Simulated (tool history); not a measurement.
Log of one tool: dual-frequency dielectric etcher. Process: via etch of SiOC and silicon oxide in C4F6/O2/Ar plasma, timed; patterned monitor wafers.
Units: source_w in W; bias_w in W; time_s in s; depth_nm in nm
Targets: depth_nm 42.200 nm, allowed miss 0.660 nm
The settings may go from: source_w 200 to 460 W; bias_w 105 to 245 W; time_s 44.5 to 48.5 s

Run 1, hour 0.0: source_w 330 W, bias_w 175 W, time_s 48.5 s. Result: depth_nm 54.177 nm.
Run 2, hour 1.8: source_w 300 W, bias_w 163 W, time_s 48.0 s. Result: depth_nm 50.077 nm.
Run 3, hour 3.8: source_w 350 W, bias_w 163 W, time_s 48.0 s. Result: depth_nm 54.042 nm.
Run 4, hour 11.6: source_w 320 W, bias_w 158 W, time_s 48.0 s. Result: depth_nm 50.933 nm.
Run 5, hour 12.3: source_w 300 W, bias_w 156 W, time_s 48.0 s. Result: depth_nm 49.099 nm.
Run 6, hour 19.2: source_w 280 W, bias_w 155 W, time_s 48.0 s. Result: depth_nm 47.565 nm.
Run 7, hour 25.4: source_w 260 W, bias_w 154 W, time_s 48.0 s. Result: depth_nm 45.503 nm.
Run 8, hour 26.4: source_w 210 W, bias_w 151 W, time_s 48.0 s. Result: depth_nm 40.502 nm.
Run 9, hour 31.8: source_w 220 W, bias_w 151 W, time_s 48.0 s. Result: depth_nm 41.224 nm.

Which of these 5 next moves meets every target?
Run A, hour 37.2: source_w 210 W, bias_w 184 W, time_s 44.5 s. Result: depth_nm ?.
Run B, hour 37.2: source_w 200 W, bias_w 192 W, time_s 45.5 s. Result: depth_nm ?.
Run C, hour 37.2: source_w 240 W, bias_w 149 W, time_s 46.5 s. Result: depth_nm ?.
Run D, hour 37.2: source_w 220 W, bias_w 149 W, time_s 47.0 s. Result: depth_nm ?.
Run E, hour 37.2: source_w 220 W, bias_w 147 W, time_s 47.5 s. Result: depth_nm ?.

move  depth_nm
   A    39.932
   B    40.282
   C    41.960
   D    40.443
   E    40.701
A: further off than the last run
B: further off than the last run
C: meets every target
D: further off than the last run
E: further off than the last run
Move C is the one to make.

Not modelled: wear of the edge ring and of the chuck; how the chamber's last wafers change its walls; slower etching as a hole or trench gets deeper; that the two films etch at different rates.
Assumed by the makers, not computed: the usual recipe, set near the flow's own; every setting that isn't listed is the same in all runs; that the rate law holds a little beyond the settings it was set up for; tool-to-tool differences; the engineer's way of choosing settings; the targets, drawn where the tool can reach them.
